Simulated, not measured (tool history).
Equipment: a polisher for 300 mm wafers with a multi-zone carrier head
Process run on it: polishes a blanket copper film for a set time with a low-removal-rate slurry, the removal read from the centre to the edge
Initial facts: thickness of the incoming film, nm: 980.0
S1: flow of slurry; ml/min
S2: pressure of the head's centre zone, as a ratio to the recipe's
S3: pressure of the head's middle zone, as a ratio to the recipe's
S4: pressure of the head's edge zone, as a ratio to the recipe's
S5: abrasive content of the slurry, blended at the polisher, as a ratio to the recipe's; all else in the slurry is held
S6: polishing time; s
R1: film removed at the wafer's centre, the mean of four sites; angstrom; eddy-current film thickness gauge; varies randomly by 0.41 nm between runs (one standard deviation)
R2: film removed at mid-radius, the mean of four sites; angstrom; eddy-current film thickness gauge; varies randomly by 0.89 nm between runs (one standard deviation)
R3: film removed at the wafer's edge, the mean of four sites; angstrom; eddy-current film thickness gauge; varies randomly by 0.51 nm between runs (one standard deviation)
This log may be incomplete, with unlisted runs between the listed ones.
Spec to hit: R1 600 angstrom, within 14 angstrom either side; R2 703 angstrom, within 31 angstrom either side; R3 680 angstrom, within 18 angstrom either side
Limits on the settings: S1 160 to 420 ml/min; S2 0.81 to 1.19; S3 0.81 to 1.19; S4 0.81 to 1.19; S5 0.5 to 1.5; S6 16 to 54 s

run	hour	S1	S2	S3	S4	S5	S6	R1	R2	R3
1	0	270	1	1	1	1	35	828.69	919.54	916.55
2	4.4	270	0.99	0.99	0.98	0.95	35	808.76	924.76	906.35
3	10.8	270	0.99	0.98	0.97	0.9	34	774.96	841.96	866.66
4	17.7	270	0.99	0.99	0.96	0.85	34	762.98	856.89	853.74
# hour 23: centre zone pressure recalibrated
5	23	270	0.99	0.99	0.95	0.8	34	843.93	832.25	835.32
6	27.6	270	0.9	0.99	0.95	0.8	34	772.73	825.68	838.56
7	31.9	265	0.89	1	0.95	0.8	33	746.74	807.38	804.74
8	40.6	260	0.88	1	0.95	0.8	32	709.05	774.38	789.61
9	45.8	255	0.87	1.01	0.95	0.8	32	703.26	790.3	777.27
10	49.5	250	0.86	1.01	0.95	0.8	32	697.02	813.75	774.16
11	54.9	245	0.85	1	0.95	0.8	32	685.62	789.88	782.73

Consider the 5 candidate settings below. Which is the only one whose results all fall within their allowed miss of target?
A	60.3	250	0.89	1.12	0.87	0.8	36	?	?	?
B	60.3	230	0.81	0.97	0.84	0.75	30	?	?	?
C	60.3	285	0.83	1.02	1	1.1	25	?	?	?
D	60.3	165	0.92	1.1	0.87	0.85	38	?	?	?
E	60.3	215	0.81	0.99	1.06	1.1	34	?	?	?

move	R1	R2	R3
A	804.67	966.03	826.47
B	600.41	694.22	663.56
C	576.1	677.92	668.63
D	819.71	949.38	840.54
E	735.96	866.31	910.31
A: the biggest miss grows against the last run
B: hits every target within its allowed miss
C: moves the result that the last run missed by most past its target, out the other side
D: the biggest miss grows against the last run
E: the biggest miss grows against the last run
The right move is B.

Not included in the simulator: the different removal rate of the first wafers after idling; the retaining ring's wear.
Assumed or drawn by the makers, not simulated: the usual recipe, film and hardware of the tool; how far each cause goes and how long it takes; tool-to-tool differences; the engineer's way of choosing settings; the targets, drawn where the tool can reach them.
